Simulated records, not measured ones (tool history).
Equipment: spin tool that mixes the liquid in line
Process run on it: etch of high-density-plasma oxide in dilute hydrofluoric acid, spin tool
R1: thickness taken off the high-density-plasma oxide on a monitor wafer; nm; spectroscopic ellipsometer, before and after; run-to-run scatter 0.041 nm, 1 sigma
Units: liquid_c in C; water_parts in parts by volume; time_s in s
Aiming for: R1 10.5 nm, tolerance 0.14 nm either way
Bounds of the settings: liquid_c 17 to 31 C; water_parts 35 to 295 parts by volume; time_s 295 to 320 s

run 1 hour=0 | liquid_c=23 water_parts=165 time_s=295 | R1=16.127
run 2 hour=8.2 | liquid_c=23 water_parts=140 time_s=295 | R1=19.526
run 3 hour=13.7 | liquid_c=23 water_parts=100 time_s=295 | R1=28.54
run 4 hour=17.7 | liquid_c=23 water_parts=100 time_s=295 | R1=28.432
run 5 hour=21.8 | liquid_c=21 water_parts=130 time_s=295 | R1=19.605
run 6 hour=26.7 | liquid_c=21 water_parts=160 time_s=295 | R1=15.37
run 7 hour=34.2 | liquid_c=19.5 water_parts=170 time_s=295 | R1=13.578
run 8 hour=37.8 | liquid_c=17 water_parts=200 time_s=295 | R1=10.204
run 9 hour=40 | liquid_c=17.5 water_parts=200 time_s=295 | R1=10.298

Exercise: of the 5 proposed moves below, exactly one satisfies all targets within the stated allowed misses. Which move is it?
run A hour=42.2 | liquid_c=17 water_parts=190 time_s=295 | R1=?
run B hour=42.2 | liquid_c=18.5 water_parts=210 time_s=305 | R1=?
run C hour=42.2 | liquid_c=18 water_parts=210 time_s=305 | R1=?
run D hour=42.2 | liquid_c=19.5 water_parts=220 time_s=300 | R1=?
run E hour=42.2 | liquid_c=17 water_parts=200 time_s=315 | R1=?

move=A R1=10.741
move=B R1=10.465
move=C R1=10.262
move=D R1=10.117
move=E R1=10.796
A: takes the biggest miss from the last run beyond its target
B: in spec on every target
C: further off than the last run
D: further off than the last run
E: takes the biggest miss from the last run beyond its target
The move that meets every target is B.
